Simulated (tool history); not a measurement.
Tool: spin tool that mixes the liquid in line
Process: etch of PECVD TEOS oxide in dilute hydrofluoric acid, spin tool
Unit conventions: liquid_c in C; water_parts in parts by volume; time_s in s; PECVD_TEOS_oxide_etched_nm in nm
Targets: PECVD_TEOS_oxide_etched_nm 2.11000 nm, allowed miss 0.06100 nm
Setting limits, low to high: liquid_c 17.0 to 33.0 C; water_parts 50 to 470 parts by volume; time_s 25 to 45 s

{"run": 1, "hour": 0.0, "liquid_c": 25.0, "water_parts": 260, "time_s": 45, "PECVD_TEOS_oxide_etched_nm": 1.177}
{"run": 2, "hour": 4.4, "liquid_c": 27.0, "water_parts": 260, "time_s": 45, "PECVD_TEOS_oxide_etched_nm": 1.2683}
{"run": 3, "hour": 9.7, "liquid_c": 27.5, "water_parts": 250, "time_s": 45, "PECVD_TEOS_oxide_etched_nm": 1.3672}
{"run": 4, "hour": 11.8, "liquid_c": 31.0, "water_parts": 250, "time_s": 45, "PECVD_TEOS_oxide_etched_nm": 1.5327}
{"run": 5, "hour": 14.2, "liquid_c": 27.5, "water_parts": 250, "time_s": 45, "PECVD_TEOS_oxide_etched_nm": 1.3567}
{"run": 6, "hour": 16.9, "liquid_c": 27.5, "water_parts": 330, "time_s": 45, "PECVD_TEOS_oxide_etched_nm": 0.94399}
{"run": 7, "hour": 24.1, "liquid_c": 28.0, "water_parts": 315, "time_s": 45, "PECVD_TEOS_oxide_etched_nm": 1.0188}
{"run": 8, "hour": 25.0, "liquid_c": 28.5, "water_parts": 300, "time_s": 45, "PECVD_TEOS_oxide_etched_nm": 1.1135}
{"run": 9, "hour": 26.5, "liquid_c": 29.0, "water_parts": 285, "time_s": 45, "PECVD_TEOS_oxide_etched_nm": 1.2054}
{"run": 10, "hour": 32.4, "liquid_c": 29.5, "water_parts": 275, "time_s": 45, "PECVD_TEOS_oxide_etched_nm": 1.2972}
{"run": 11, "hour": 34.6, "liquid_c": 29.5, "water_parts": 275, "time_s": 45, "PECVD_TEOS_oxide_etched_nm": 1.289}
{"run": 12, "hour": 40.5, "liquid_c": 30.0, "water_parts": 265, "time_s": 45, "PECVD_TEOS_oxide_etched_nm": 1.364}
{"run": 13, "hour": 47.2, "liquid_c": 30.5, "water_parts": 255, "time_s": 45, "PECVD_TEOS_oxide_etched_nm": 1.4618}
{"run": 14, "hour": 52.4, "liquid_c": 31.0, "water_parts": 245, "time_s": 45, "PECVD_TEOS_oxide_etched_nm": 1.5757}
{"run": 15, "hour": 55.6, "liquid_c": 31.0, "water_parts": 240, "time_s": 45, "PECVD_TEOS_oxide_etched_nm": 1.6235}
{"run": 16, "hour": 63.2, "liquid_c": 31.0, "water_parts": 235, "time_s": 45, "PECVD_TEOS_oxide_etched_nm": 1.6591}
{"run": 17, "hour": 68.4, "liquid_c": 33.0, "water_parts": 190, "time_s": 45, "PECVD_TEOS_oxide_etched_nm": 2.3201}
{"run": 18, "hour": 76.8, "liquid_c": 32.5, "water_parts": 190, "time_s": 45, "PECVD_TEOS_oxide_etched_nm": 2.2859}

Pick the move, out of 5, that brings all results within their allowed miss; only one does.
{"run": "A", "hour": 85.2, "liquid_c": 33.0, "water_parts": 185, "time_s": 45, "PECVD_TEOS_oxide_etched_nm": "?"}
{"run": "B", "hour": 85.2, "liquid_c": 32.5, "water_parts": 180, "time_s": 45, "PECVD_TEOS_oxide_etched_nm": "?"}
{"run": "C", "hour": 85.2, "liquid_c": 31.5, "water_parts": 185, "time_s": 45, "PECVD_TEOS_oxide_etched_nm": "?"}
{"run": "D", "hour": 85.2, "liquid_c": 33.0, "water_parts": 205, "time_s": 45, "PECVD_TEOS_oxide_etched_nm": "?"}
{"run": "E", "hour": 85.2, "liquid_c": 30.5, "water_parts": 185, "time_s": 45, "PECVD_TEOS_oxide_etched_nm": "?"}

move=A PECVD_TEOS_oxide_etched_nm=2.39090
move=B PECVD_TEOS_oxide_etched_nm=2.43210
move=C PECVD_TEOS_oxide_etched_nm=2.27170
move=D PECVD_TEOS_oxide_etched_nm=2.10160
move=E PECVD_TEOS_oxide_etched_nm=2.19450
A: lands further from the targets than the last run did
B: lands further from the targets than the last run did
C: better than the last run, though not everything is in spec
D: all results land within tolerance of their targets
E: better than the last run, though not everything is in spec
The right move is D.
